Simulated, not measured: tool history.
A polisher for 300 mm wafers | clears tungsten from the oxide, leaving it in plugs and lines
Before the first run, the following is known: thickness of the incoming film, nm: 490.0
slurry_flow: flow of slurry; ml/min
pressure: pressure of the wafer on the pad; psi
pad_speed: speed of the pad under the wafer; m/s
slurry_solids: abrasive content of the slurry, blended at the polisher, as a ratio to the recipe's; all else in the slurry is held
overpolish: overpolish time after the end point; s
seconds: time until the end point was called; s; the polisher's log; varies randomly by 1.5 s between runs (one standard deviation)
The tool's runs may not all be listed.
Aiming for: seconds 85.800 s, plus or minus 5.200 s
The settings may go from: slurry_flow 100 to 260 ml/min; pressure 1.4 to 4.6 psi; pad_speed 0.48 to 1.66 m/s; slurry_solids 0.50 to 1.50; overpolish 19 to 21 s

run  hour  slurry_flow  pressure  pad_speed  slurry_solids  overpolish  seconds
  1   0.0          165       3.0       1.06           1.00          19  120.340
  2   1.6          165       3.2       1.06           1.00          19  116.100
  3   6.3          165       2.9       1.06           1.00          19  118.580
  4   9.1          165       2.9       1.06           1.00          19  122.870
  5  18.1          165       2.9       0.82           1.00          19  157.720
  6  22.6          165       2.9       0.72           1.00          19  181.690
  7  28.1          165       3.2       0.78           1.00          19  158.520
  8  34.0          165       3.4       0.84           1.00          19  140.910
  9  39.4          165       3.6       0.88           1.00          19  131.900
 10  45.9          165       3.8       0.92           1.00          19  120.680

Next run, 4 choices. One meets every target within its allowed miss, the rest don't. Which?
  A  52.4          210       4.6       1.06           1.15          20        ?
  B  52.4          120       3.0       0.82           1.40          20        ?
  C  52.4          205       3.6       0.76           1.30          20        ?
  D  52.4          165       3.8       0.80           1.05          19        ?

move  seconds
   A   86.606
   B  157.440
   C  138.420
   D  136.060
A: hits every target within its allowed miss
B: moves away from the targets compared with the last run
C: moves away from the targets compared with the last run
D: moves away from the targets compared with the last run
The move that meets every target is A.
